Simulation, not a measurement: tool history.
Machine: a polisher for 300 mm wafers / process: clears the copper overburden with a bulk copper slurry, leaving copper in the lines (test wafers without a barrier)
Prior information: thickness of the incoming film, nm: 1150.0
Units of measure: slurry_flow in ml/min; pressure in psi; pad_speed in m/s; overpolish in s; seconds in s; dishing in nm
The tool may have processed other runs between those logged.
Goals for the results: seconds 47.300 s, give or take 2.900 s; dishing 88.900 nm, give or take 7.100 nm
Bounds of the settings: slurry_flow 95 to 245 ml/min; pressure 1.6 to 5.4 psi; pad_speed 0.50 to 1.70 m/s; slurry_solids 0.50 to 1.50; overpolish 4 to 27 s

run,hour,slurry_flow,pressure,pad_speed,slurry_solids,overpolish,seconds,dishing
1,0.0,155,3.5,1.10,1.00,14,66.827,75.260
2,5.7,155,3.8,1.12,1.00,14,60.248,74.309
3,6.6,180,3.8,1.12,1.00,14,60.005,79.456
4,8.1,180,3.8,1.12,1.10,14,58.987,78.663
5,12.3,180,3.0,1.12,1.10,14,73.951,66.464
6,14.1,180,3.0,1.12,0.95,14,77.952,66.142
7,17.7,180,3.5,1.14,0.95,14,65.297,73.400
8,25.5,180,3.5,1.14,0.95,14,64.563,74.668
9,27.0,180,3.8,1.16,0.95,14,57.611,77.829
10,34.5,180,4.0,1.16,0.95,14,57.102,82.126
11,41.1,180,4.2,1.18,0.95,13,53.601,81.234
12,46.8,180,4.3,1.18,0.95,13,51.841,85.827

Consider the 5 candidate settings below. Which is the only one whose results all fall within their allowed miss of target?
A,52.5,200,4.2,1.12,1.00,16,?,?
B,52.5,185,4.5,1.22,0.95,15,?,?
C,52.5,175,3.5,1.48,0.80,15,?,?
D,52.5,185,4.4,0.94,0.75,16,?,?
E,52.5,170,4.7,0.84,0.85,15,?,?

move,seconds,dishing
A,53.568,82.499
B,47.159,84.484
C,52.331,79.291
D,65.500,78.917
E,67.410,77.268
A: its largest miss is bigger than the last run's
B: all results land within tolerance of their targets
C: its largest miss is bigger than the last run's
D: its largest miss is bigger than the last run's
E: its largest miss is bigger than the last run's
Move B is the one to make.
